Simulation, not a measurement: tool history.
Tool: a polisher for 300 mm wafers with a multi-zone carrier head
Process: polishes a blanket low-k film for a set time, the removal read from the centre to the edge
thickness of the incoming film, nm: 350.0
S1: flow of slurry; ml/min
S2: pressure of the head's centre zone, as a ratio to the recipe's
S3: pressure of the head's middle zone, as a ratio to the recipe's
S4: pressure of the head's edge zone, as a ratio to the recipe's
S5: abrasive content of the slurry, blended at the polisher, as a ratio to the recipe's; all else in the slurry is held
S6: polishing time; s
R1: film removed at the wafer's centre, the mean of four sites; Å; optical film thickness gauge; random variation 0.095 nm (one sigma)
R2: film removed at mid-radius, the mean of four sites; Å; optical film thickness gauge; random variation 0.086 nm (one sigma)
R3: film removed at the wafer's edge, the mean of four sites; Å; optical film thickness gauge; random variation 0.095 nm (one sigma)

run 1 hour=0 | S1=180 S2=1 S3=1 S4=1 S5=1 S6=46 | R1=122.88 R2=118.03 R3=123.37
run 2 hour=8.4 | S1=185 S2=1.01 S3=1.01 S4=0.97 S5=0.9 S6=44 | R1=115.7 R2=110.01 R3=113.53
run 3 hour=15.2 | S1=185 S2=1.01 S3=1.01 S4=0.97 S5=0.8 S6=44 | R1=108.44 R2=103.6 R3=108.25
run 4 hour=19.6 | S1=185 S2=1.01 S3=1.01 S4=0.97 S5=0.8 S6=54 | R1=134.34 R2=127.7 R3=132.48
run 5 hour=20.8 | S1=185 S2=1.01 S3=1.06 S4=0.97 S5=0.8 S6=54 | R1=132.29 R2=131.86 R3=133.31
run 6 hour=21.9 | S1=190 S2=1.03 S3=1.07 S4=0.94 S5=0.75 S6=51 | R1=123.05 R2=120.6 R3=119.19
run 7 hour=24.9 | S1=190 S2=1.05 S3=1.08 S4=0.92 S5=0.7 S6=49 | R1=117.78 R2=114.01 R3=108.9
run 8 hour=27.6 | S1=185 S2=1.06 S3=1.07 S4=0.9 S5=0.65 S6=47 | R1=110.49 R2=107.96 R3=98.768
run 9 hour=35.5 | S1=155 S2=1.07 S3=0.97 S4=0.83 S5=0.5 S6=41 | R1=86.151 R2=76.214 R3=74.564
run 10 hour=38.1 | S1=160 S2=1.07 S3=0.98 S4=0.83 S5=0.5 S6=41 | R1=85.48 R2=76.425 R3=74.14
run 11 hour=45.3 | S1=190 S2=1.11 S3=1.04 S4=0.83 S5=0.55 S6=41 | R1=93.72 R2=83.937 R3=79.93

The next listed run, before its measurement:
run 12 hour=49.8 | S1=185 S2=1.11 S3=1.04 S4=0.83 S5=0.55 S6=41 | R1=? R2=? R3=?

R1: 95.311 Å
R2: 83.552 Å
R3: 78.702 Å
